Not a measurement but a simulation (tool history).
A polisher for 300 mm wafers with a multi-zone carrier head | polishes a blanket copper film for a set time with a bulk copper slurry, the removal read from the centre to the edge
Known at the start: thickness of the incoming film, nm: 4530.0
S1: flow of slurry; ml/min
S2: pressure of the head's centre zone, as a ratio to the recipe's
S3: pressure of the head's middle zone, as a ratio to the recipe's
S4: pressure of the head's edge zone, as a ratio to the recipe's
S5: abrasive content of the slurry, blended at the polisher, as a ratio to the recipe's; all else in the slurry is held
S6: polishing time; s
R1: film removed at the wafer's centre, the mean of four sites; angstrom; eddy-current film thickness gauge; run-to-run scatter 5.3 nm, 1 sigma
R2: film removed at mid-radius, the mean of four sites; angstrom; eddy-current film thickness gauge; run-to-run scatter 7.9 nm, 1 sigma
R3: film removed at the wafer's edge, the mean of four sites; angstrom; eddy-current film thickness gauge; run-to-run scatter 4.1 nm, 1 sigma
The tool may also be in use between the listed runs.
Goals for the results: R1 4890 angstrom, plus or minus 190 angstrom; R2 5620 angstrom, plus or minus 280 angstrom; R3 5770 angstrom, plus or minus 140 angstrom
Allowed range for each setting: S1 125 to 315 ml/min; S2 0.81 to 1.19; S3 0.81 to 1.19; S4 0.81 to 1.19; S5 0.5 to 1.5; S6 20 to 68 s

run	hour	S1	S2	S3	S4	S5	S6	R1	R2	R3
1	0	205	1	1	1	1	44	4132.6	4095.9	4224.8
2	5.1	205	1	0.97	1	1	44	4132	4029.3	4257.7
3	9.6	205	0.95	0.97	1	1	44	3993.4	4107.7	4244
4	10.4	215	0.94	0.98	1.03	1.1	45	4088.8	4341.5	4522.8
5	18.1	225	0.94	1	1.05	1.2	46	4333.8	4562.6	4829.1
6	25.2	230	0.94	1.03	1.07	1.25	46	4442.4	4791	4957.6
7	31.9	230	0.94	1.03	1.07	1.25	46	4374.1	4684.3	4862.1
8	36.8	235	0.93	1.04	1.08	1.3	47	4354.9	4973	5045
9	43.8	260	1	1.05	1.18	1.5	49	5185.7	5323.9	5730.6
10	46.1	260	0.99	1.06	1.18	1.5	49	5140.7	5551.7	5746.9
11	51.8	260	0.98	1.06	1.18	1.5	49	5145.6	5371.7	5765.3

Pick the move, out of 4, that brings all results within their allowed miss; only one does.
A	57.5	250	1.05	1.19	1.01	1.35	51	?	?	?
B	57.5	250	1	1.03	1.07	1.5	52	?	?	?
C	57.5	225	1.04	0.98	1.18	1.5	50	?	?	?
D	57.5	240	0.92	1.05	1.14	1.45	51	?	?	?

move	R1	R2	R3
A	5591.1	5986.5	5429.1
B	5558.8	5593.8	5850.2
C	5483.6	5114.1	5863.1
D	4947.5	5499.6	5855.8
A: lands further from the targets than the last run did
B: lands further from the targets than the last run did
C: lands further from the targets than the last run did
D: in spec on every target
D meets every target.
